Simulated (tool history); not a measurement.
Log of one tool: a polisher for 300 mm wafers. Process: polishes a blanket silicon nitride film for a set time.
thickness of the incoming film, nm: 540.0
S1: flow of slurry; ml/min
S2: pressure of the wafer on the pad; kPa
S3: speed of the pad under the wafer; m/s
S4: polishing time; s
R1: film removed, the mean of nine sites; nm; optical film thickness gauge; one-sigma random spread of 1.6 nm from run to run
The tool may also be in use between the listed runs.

Run 1, hour 0: S1 205 ml/min, S2 32.4 kPa, S3 1.24 m/s, S4 40 s. Result: R1 100.37 nm.
Run 2, hour 8.5: S1 205 ml/min, S2 32.4 kPa, S3 1.04 m/s, S4 40 s. Result: R1 93.266 nm.
Run 3, hour 15: S1 250 ml/min, S2 32.4 kPa, S3 1.04 m/s, S4 40 s. Result: R1 91.337 nm.
Run 4, hour 21.1: S1 250 ml/min, S2 32.4 kPa, S3 1.26 m/s, S4 40 s. Result: R1 107.02 nm.
Run 5, hour 23.4: S1 250 ml/min, S2 32.4 kPa, S3 1.26 m/s, S4 40 s. Result: R1 106.96 nm.
Run 6, hour 23.9: S1 290 ml/min, S2 32.4 kPa, S3 1.26 m/s, S4 40 s. Result: R1 106.44 nm.
Run 7, hour 28.3: S1 290 ml/min, S2 35.2 kPa, S3 1.26 m/s, S4 40 s. Result: R1 118.87 nm.

What does the tool deliver on the next run?
Run 8, hour 29.9: S1 290 ml/min, S2 36.5 kPa, S3 1.26 m/s, S4 40 s. Result: R1 ?.

R1: 121.69 nm

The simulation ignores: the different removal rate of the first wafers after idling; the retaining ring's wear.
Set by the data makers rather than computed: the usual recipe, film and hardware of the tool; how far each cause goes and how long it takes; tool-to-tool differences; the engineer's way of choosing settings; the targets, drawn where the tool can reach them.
